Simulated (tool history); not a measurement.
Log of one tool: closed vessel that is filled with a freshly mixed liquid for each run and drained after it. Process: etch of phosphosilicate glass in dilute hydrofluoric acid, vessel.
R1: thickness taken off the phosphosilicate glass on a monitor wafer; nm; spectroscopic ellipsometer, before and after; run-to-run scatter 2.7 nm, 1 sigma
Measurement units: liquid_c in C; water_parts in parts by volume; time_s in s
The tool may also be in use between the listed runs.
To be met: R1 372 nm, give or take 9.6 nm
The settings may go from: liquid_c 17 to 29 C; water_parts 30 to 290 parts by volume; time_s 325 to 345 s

run 1 hour=0 | liquid_c=21 water_parts=160 time_s=325 | R1=110.14
run 2 hour=6.5 | liquid_c=21 water_parts=160 time_s=325 | R1=110.55
run 3 hour=7.2 | liquid_c=23 water_parts=125 time_s=325 | R1=159.03
run 4 hour=11.9 | liquid_c=25.5 water_parts=125 time_s=325 | R1=178.08
run 5 hour=18.9 | liquid_c=27 water_parts=125 time_s=325 | R1=185.17
run 6 hour=27.5 | liquid_c=27.5 water_parts=105 time_s=325 | R1=232.79
run 7 hour=36.3 | liquid_c=28 water_parts=95 time_s=325 | R1=267.61
run 8 hour=39.1 | liquid_c=28 water_parts=85 time_s=325 | R1=303.63
run 9 hour=46 | liquid_c=28 water_parts=85 time_s=325 | R1=298.98
run 10 hour=51.7 | liquid_c=28 water_parts=80 time_s=325 | R1=325
run 11 hour=58.7 | liquid_c=28.5 water_parts=75 time_s=325 | R1=351.13
run 12 hour=66.2 | liquid_c=29 water_parts=70 time_s=325 | R1=390.43

Below are 5 possible settings for the next run. Only one of them brings all results inside the allowed miss of their targets. Which is it?
run A hour=73.7 | liquid_c=28.5 water_parts=65 time_s=325 | R1=?
run B hour=73.7 | liquid_c=28.5 water_parts=65 time_s=330 | R1=?
run C hour=73.7 | liquid_c=23.5 water_parts=60 time_s=345 | R1=?
run D hour=73.7 | liquid_c=27.5 water_parts=70 time_s=330 | R1=?
run E hour=73.7 | liquid_c=29 water_parts=70 time_s=345 | R1=?

move=A R1=415.13
move=B R1=421.52
move=C R1=395.1
move=D R1=373.81
move=E R1=413.91
A: the biggest miss grows against the last run
B: the biggest miss grows against the last run
C: the biggest miss grows against the last run
D: hits every target within its allowed miss
E: the biggest miss grows against the last run
Go with D: it meets all targets.

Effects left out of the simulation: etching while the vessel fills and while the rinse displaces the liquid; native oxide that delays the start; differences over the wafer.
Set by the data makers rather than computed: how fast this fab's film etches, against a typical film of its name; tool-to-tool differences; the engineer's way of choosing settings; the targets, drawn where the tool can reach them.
